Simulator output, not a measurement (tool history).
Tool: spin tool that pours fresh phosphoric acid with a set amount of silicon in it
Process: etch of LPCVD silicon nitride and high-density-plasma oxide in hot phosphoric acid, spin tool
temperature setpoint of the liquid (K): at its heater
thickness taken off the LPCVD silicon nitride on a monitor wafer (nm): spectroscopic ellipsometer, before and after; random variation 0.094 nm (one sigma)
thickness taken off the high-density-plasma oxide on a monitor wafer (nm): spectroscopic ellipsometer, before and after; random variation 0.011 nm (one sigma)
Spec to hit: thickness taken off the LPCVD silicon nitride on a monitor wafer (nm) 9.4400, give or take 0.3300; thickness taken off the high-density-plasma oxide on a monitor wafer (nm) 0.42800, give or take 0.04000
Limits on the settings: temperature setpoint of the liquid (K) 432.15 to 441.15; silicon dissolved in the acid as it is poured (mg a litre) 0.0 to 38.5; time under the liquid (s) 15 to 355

run,day,temperature setpoint of the liquid (K),silicon dissolved in the acid as it is poured (mg a litre),time under the liquid (s),thickness taken off the LPCVD silicon nitride on a monitor wafer (nm),thickness taken off the high-density-plasma oxide on a monitor wafer (nm)
1,0.000,437.15,17.0,180,17.9360,0.73262
2,0.250,436.65,15.0,150,14.5690,0.63334
3,0.542,435.65,14.0,135,12.8390,0.54022
4,0.696,433.65,14.0,135,12.0810,0.46667
# day 0.754: heated supply line repaired
5,0.754,433.65,12.0,125,12.4560,0.59406
6,0.925,433.65,12.0,50,4.9355,0.24172
7,1.225,433.65,12.0,65,6.5627,0.30315
8,1.283,433.65,12.0,75,7.4056,0.36491
9,1.475,433.65,12.5,85,8.6145,0.38509

5 next moves are on the table. One of them brings every result within its allowed miss. Which?
A,1.667,434.15,14.5,100,?,?
B,1.667,433.65,15.0,95,?,?
C,1.667,436.15,5.5,70,?,?
D,1.667,432.65,24.5,105,?,?
E,1.667,435.65,10.0,75,?,?

move,thickness taken off the LPCVD silicon nitride on a monitor wafer (nm),thickness taken off the high-density-plasma oxide on a monitor wafer (nm)
A,9.9728,0.47054
B,9.3169,0.42549
C,7.4614,0.46625
D,9.9575,0.33298
E,7.8628,0.43782
A: pushes the last run's worst result past its target
B: all results in spec
C: further off than the last run
D: pushes the last run's worst result past its target
E: further off than the last run
Move B is the one to make.
